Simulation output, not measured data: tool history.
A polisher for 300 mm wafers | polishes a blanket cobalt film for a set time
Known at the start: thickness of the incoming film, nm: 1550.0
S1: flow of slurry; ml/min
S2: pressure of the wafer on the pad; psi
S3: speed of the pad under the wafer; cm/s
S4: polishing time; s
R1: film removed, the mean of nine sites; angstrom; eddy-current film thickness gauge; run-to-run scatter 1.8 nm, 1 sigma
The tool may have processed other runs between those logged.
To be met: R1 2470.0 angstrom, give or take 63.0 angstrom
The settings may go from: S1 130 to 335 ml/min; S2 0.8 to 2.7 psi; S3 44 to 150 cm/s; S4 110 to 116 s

{"run": 1, "day": 0.0, "S1": 215, "S2": 1.7, "S3": 96, "S4": 110, "R1": 3653.9}
{"run": 2, "day": 0.058, "S1": 210, "S2": 1.6, "S3": 96, "S4": 110, "R1": 3480.9}
{"run": 3, "day": 0.254, "S1": 210, "S2": 1.5, "S3": 96, "S4": 110, "R1": 3366.9}
{"run": 4, "day": 0.438, "S1": 210, "S2": 1.5, "S3": 96, "S4": 116, "R1": 3484.5}
{"run": 5, "day": 0.779, "S1": 210, "S2": 1.5, "S3": 106, "S4": 116, "R1": 3914.7}
{"run": 6, "day": 1.062, "S1": 210, "S2": 1.4, "S3": 104, "S4": 116, "R1": 3620.7}
{"run": 7, "day": 1.408, "S1": 210, "S2": 1.3, "S3": 104, "S4": 116, "R1": 3454.8}
{"run": 8, "day": 1.638, "S1": 210, "S2": 1.2, "S3": 102, "S4": 116, "R1": 3213.3}
{"run": 9, "day": 1.896, "S1": 210, "S2": 1.1, "S3": 102, "S4": 116, "R1": 3057.2}
{"run": 10, "day": 2.254, "S1": 200, "S2": 0.9, "S3": 100, "S4": 116, "R1": 2639.6}
{"run": 11, "day": 2.375, "S1": 195, "S2": 0.9, "S3": 100, "S4": 116, "R1": 2617.6}
{"run": 12, "day": 2.621, "S1": 190, "S2": 0.9, "S3": 100, "S4": 116, "R1": 2609.3}
{"run": 13, "day": 2.738, "S1": 185, "S2": 0.9, "S3": 100, "S4": 116, "R1": 2649.3}
{"run": 14, "day": 3.054, "S1": 185, "S2": 0.9, "S3": 100, "S4": 116, "R1": 2629.9}

Below are 4 possible settings for the next run. Only one of them brings all results inside the allowed miss of their targets. Which is it?
{"run": "A", "day": 3.371, "S1": 170, "S2": 0.8, "S3": 106, "S4": 111, "R1": "?"}
{"run": "B", "day": 3.371, "S1": 200, "S2": 0.9, "S3": 98, "S4": 116, "R1": "?"}
{"run": "C", "day": 3.371, "S1": 165, "S2": 1.2, "S3": 74, "S4": 116, "R1": "?"}
{"run": "D", "day": 3.371, "S1": 190, "S2": 1.1, "S3": 92, "S4": 112, "R1": "?"}

move=A R1=2488.1
move=B R1=2612.4
move=C R1=2316.1
move=D R1=2653.7
A: all results in spec
B: closer than the last run, but not yet in spec
C: moves the result that the last run missed by most past its target, out the other side
D: the biggest miss grows against the last run
Correct choice: A, which meets every target
